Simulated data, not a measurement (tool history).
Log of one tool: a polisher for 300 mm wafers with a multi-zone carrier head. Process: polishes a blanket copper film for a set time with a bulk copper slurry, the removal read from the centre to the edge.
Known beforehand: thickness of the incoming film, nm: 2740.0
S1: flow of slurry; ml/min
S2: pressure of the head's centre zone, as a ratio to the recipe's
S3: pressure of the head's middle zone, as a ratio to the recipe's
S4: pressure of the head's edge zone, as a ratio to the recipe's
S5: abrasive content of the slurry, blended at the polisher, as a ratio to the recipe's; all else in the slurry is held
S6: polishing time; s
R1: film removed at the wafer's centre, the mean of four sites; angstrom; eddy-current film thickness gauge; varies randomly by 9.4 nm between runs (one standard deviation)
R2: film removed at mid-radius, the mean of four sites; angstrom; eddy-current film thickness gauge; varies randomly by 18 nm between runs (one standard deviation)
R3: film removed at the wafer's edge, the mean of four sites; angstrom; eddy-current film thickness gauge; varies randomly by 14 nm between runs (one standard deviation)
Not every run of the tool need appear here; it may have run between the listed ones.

| run | hour | S1 | S2 | S3 | S4 | S5 | S6 | R1 | R2 | R3 |
|---|---|---|---|---|---|---|---|---|---|---|
| 1 | 0.0 | 170 | 1.00 | 1.00 | 1.00 | 1.00 | 87 | 8863.3 | 9016.2 | 9260.1 |
| 2 | 3.3 | 170 | 1.00 | 1.00 | 1.00 | 1.10 | 87 | 9034.6 | 9378.7 | 9285.4 |
| 3 | 4.3 | 170 | 0.92 | 1.00 | 1.00 | 1.10 | 87 | 8359.6 | 9168.5 | 9322.2 |
| 4 | 11.8 | 170 | 0.92 | 1.00 | 1.00 | 1.20 | 87 | 8499.9 | 9528.9 | 9561.9 |
| 5 | 13.5 | 170 | 0.92 | 1.00 | 1.03 | 1.20 | 87 | 8386.4 | 9455.2 | 9774.3 |
| 6 | 14.3 | 190 | 0.99 | 0.99 | 1.06 | 1.30 | 93 | 10030.0 | 10545.0 | 10782.0 |
| 7 | 22.2 | 195 | 1.03 | 0.98 | 1.09 | 1.35 | 99 | 11288.0 | 11115.0 | 11705.0 |
| 8 | 29.9 | 200 | 1.05 | 0.98 | 1.11 | 1.40 | 104 | 12260.0 | 11801.0 | 12430.0 |
| 9 | 33.4 | 205 | 1.06 | 0.98 | 1.13 | 1.45 | 108 | 12929.0 | 12331.0 | 13461.0 |
| 10 | 38.7 | 215 | 1.08 | 0.99 | 1.14 | 1.45 | 110 | 13626.0 | 13001.0 | 13856.0 |
| 11 | 44.3 | 225 | 1.10 | 0.99 | 1.15 | 1.45 | 111 | 14167.0 | 12951.0 | 14077.0 |
| 12 | 48.3 | 230 | 1.11 | 1.00 | 1.16 | 1.45 | 112 | 14410.0 | 13042.0 | 14204.0 |
| 13 | 52.8 | 235 | 1.11 | 1.01 | 1.16 | 1.45 | 113 | 14664.0 | 13763.0 | 14508.0 |

What does the tool deliver on the next run?
| 14 | 54.8 | 235 | 1.11 | 1.01 | 1.16 | 1.45 | 113 | ? | ? | ? |

Run 14 gave R1 14649.0 angstrom, R2 13503.0 angstrom, R3 14391.0 angstrom.

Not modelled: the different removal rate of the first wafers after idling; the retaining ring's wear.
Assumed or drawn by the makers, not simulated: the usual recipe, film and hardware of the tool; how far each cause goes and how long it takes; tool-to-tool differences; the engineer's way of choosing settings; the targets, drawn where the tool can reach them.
